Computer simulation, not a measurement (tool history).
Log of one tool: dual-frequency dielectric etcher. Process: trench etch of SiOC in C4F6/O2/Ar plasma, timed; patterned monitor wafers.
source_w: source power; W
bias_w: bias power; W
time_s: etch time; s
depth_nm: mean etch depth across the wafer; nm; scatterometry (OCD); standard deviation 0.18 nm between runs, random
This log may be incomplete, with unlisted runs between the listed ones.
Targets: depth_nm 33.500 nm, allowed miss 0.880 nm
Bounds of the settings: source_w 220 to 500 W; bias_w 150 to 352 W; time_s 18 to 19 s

run  hour  source_w  bias_w  time_s  depth_nm
  1   0.0       360     251      18    40.598
  2   4.1       320     236      18    37.440
  3   4.8       320     236      18    37.108
  4  13.7       320     261      18    38.246
  5  22.2       320     285      18    38.983
  6  24.2       340     285      18    40.249
  7  33.0       340     285      18    40.218
  8  37.9       310     279      18    38.258
  9  43.2       240     251      18    31.615
 10  50.0       250     252      18    32.458
 11  53.9       250     253      18    32.596

Below are 5 possible settings for the next run. Only one of them brings all results inside the allowed miss of their targets. Which is it?
  A  57.8       230     275      19         ?
  B  57.8       270     243      19         ?
  C  57.8       250     284      19         ?
  D  57.8       230     216      19         ?
  E  57.8       230     233      19         ?

move  depth_nm
   A    33.075
   B    35.634
   C    35.290
   D    31.144
   E    31.717
A: meets every target
B: the result that was furthest off in the last run now lies on the other side of its target
C: the result that was furthest off in the last run now lies on the other side of its target
D: its largest miss is bigger than the last run's
E: its largest miss is bigger than the last run's
A meets every target.

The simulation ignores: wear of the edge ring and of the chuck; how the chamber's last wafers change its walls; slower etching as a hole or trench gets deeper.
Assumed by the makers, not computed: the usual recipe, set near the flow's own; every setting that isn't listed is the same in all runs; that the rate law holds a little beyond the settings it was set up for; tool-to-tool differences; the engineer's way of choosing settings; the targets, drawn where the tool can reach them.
